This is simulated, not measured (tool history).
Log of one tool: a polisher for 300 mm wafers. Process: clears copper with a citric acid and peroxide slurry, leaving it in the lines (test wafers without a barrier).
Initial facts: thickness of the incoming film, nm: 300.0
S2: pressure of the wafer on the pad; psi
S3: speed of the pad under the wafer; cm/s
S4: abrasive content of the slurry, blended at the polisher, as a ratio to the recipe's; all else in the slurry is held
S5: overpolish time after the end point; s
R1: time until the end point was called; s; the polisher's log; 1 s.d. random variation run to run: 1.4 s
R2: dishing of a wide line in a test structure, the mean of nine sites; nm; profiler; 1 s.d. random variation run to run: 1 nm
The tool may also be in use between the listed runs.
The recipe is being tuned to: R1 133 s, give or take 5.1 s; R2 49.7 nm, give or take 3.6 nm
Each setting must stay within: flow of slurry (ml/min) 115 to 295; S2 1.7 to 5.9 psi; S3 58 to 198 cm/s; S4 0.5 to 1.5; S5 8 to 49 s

{"run": 1, "hour": 0.0, "flow of slurry (ml/min)": 190, "S2": 3.8, "S3": 128, "S4": 1, "S5": 25, "R1": 88.657, "R2": 49.381}
{"run": 2, "hour": 7.9, "flow of slurry (ml/min)": 190, "S2": 3.6, "S3": 128, "S4": 1, "S5": 26, "R1": 89.63, "R2": 51.047}
{"run": 3, "hour": 9.4, "flow of slurry (ml/min)": 190, "S2": 3.6, "S3": 142, "S4": 1, "S5": 26, "R1": 85.689, "R2": 53.263}
{"run": 4, "hour": 16.6, "flow of slurry (ml/min)": 190, "S2": 3.6, "S3": 142, "S4": 1.2, "S5": 26, "R1": 81.024, "R2": 55.939}
{"run": 5, "hour": 23.3, "flow of slurry (ml/min)": 190, "S2": 3.6, "S3": 142, "S4": 1.1, "S5": 26, "R1": 80.971, "R2": 55.372}
{"run": 6, "hour": 27.7, "flow of slurry (ml/min)": 190, "S2": 3.6, "S3": 142, "S4": 1, "S5": 26, "R1": 83.32, "R2": 53.802}
{"run": 7, "hour": 28.5, "flow of slurry (ml/min)": 190, "S2": 3.6, "S3": 142, "S4": 1, "S5": 26, "R1": 84.204, "R2": 53.677}
{"run": 8, "hour": 30.1, "flow of slurry (ml/min)": 190, "S2": 3.4, "S3": 142, "S4": 1, "S5": 27, "R1": 86.611, "R2": 53.114}
{"run": 9, "hour": 37.7, "flow of slurry (ml/min)": 190, "S2": 3.2, "S3": 140, "S4": 1, "S5": 28, "R1": 89.225, "R2": 53.583}
{"run": 10, "hour": 43.8, "flow of slurry (ml/min)": 190, "S2": 3, "S3": 136, "S4": 1, "S5": 29, "R1": 98.23, "R2": 50.54}
{"run": 11, "hour": 46.2, "flow of slurry (ml/min)": 190, "S2": 2.8, "S3": 136, "S4": 1, "S5": 30, "R1": 102.33, "R2": 48.315}
{"run": 12, "hour": 48.8, "flow of slurry (ml/min)": 190, "S2": 2.7, "S3": 136, "S4": 1, "S5": 31, "R1": 103.73, "R2": 50.572}
{"run": 13, "hour": 55.3, "flow of slurry (ml/min)": 190, "S2": 2.6, "S3": 136, "S4": 1, "S5": 32, "R1": 106.8, "R2": 49.512}
{"run": 14, "hour": 57.9, "flow of slurry (ml/min)": 190, "S2": 2.5, "S3": 136, "S4": 1, "S5": 33, "R1": 109.09, "R2": 49.381}
{"run": 15, "hour": 65.3, "flow of slurry (ml/min)": 190, "S2": 2.4, "S3": 136, "S4": 1, "S5": 34, "R1": 109.12, "R2": 53.429}
{"run": 16, "hour": 71.0, "flow of slurry (ml/min)": 180, "S2": 1.7, "S3": 132, "S4": 1, "S5": 36, "R1": 134.78, "R2": 45.106}

Exercise: of the 5 proposed moves below, exactly one satisfies all targets within the stated allowed misses. Which move is it?
{"run": "A", "hour": 76.7, "flow of slurry (ml/min)": 220, "S2": 1.7, "S3": 122, "S4": 1.2, "S5": 46, "R1": "?", "R2": "?"}
{"run": "B", "hour": 76.7, "flow of slurry (ml/min)": 220, "S2": 1.9, "S3": 116, "S4": 1.05, "S5": 39, "R1": "?", "R2": "?"}
{"run": "C", "hour": 76.7, "flow of slurry (ml/min)": 175, "S2": 2.1, "S3": 128, "S4": 0.95, "S5": 46, "R1": "?", "R2": "?"}
{"run": "D", "hour": 76.7, "flow of slurry (ml/min)": 205, "S2": 1.7, "S3": 112, "S4": 1.05, "S5": 43, "R1": "?", "R2": "?"}
{"run": "E", "hour": 76.7, "flow of slurry (ml/min)": 165, "S2": 1.7, "S3": 118, "S4": 1, "S5": 36, "R1": "?", "R2": "?"}

move=A R1=132.63 R2=54.001
move=B R1=135.5 R2=48.083
move=C R1=127.92 R2=55.74
move=D R1=147.67 R2=48.263
move=E R1=149.4 R2=42.292
A: the result that was furthest off in the last run now lies on the other side of its target
B: every result within its allowed miss
C: the result that was furthest off in the last run now lies on the other side of its target
D: the worst result of the last run now meets its target, but another is out of spec
E: misses by more than the last run did
Go with B: it meets all targets.
